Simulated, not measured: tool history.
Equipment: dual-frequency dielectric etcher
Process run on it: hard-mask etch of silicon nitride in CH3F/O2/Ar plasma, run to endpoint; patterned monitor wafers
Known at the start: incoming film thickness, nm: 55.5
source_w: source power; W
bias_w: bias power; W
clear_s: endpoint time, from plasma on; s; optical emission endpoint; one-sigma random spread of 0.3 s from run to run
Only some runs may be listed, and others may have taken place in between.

run 1 hour=0 | source_w=340 bias_w=100 | clear_s=74.973
run 2 hour=1 | source_w=310 bias_w=100 | clear_s=77.232
run 3 hour=8.2 | source_w=340 bias_w=103 | clear_s=73.995
run 4 hour=10.1 | source_w=340 bias_w=91 | clear_s=76.857
run 5 hour=18.6 | source_w=310 bias_w=91 | clear_s=79.589
run 6 hour=20.7 | source_w=310 bias_w=106 | clear_s=75.75
run 7 hour=27.5 | source_w=330 bias_w=109 | clear_s=73.705
run 8 hour=33.8 | source_w=350 bias_w=111 | clear_s=72.073

Forecast run 9:
run 9 hour=40.7 | source_w=360 bias_w=113 | clear_s=?

{"run 9": {"clear_s": 70.885}}
